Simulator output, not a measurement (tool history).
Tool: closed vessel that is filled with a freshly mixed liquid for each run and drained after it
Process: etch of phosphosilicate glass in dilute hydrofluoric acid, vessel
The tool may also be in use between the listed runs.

run	day	temperature setpoint of the liquid (C)	parts of water to one part of 49 % hydrofluoric acid (parts by volume)	time in the liquid (s)	thickness taken off the phosphosilicate glass on a monitor wafer (nm)
1	0.000	21.0	100	35	65.277
2	0.233	21.0	100	30	56.054
3	0.271	22.5	90	30	67.003
4	0.417	22.5	65	30	94.552
5	0.596	20.5	65	30	87.341
6	0.817	20.5	35	30	168.620
7	0.904	20.0	40	30	143.010

The next listed run, before its measurement:
8	1.229	19.5	40	30	?

Run 8 gave thickness taken off the phosphosilicate glass on a monitor wafer (nm) 140.350.
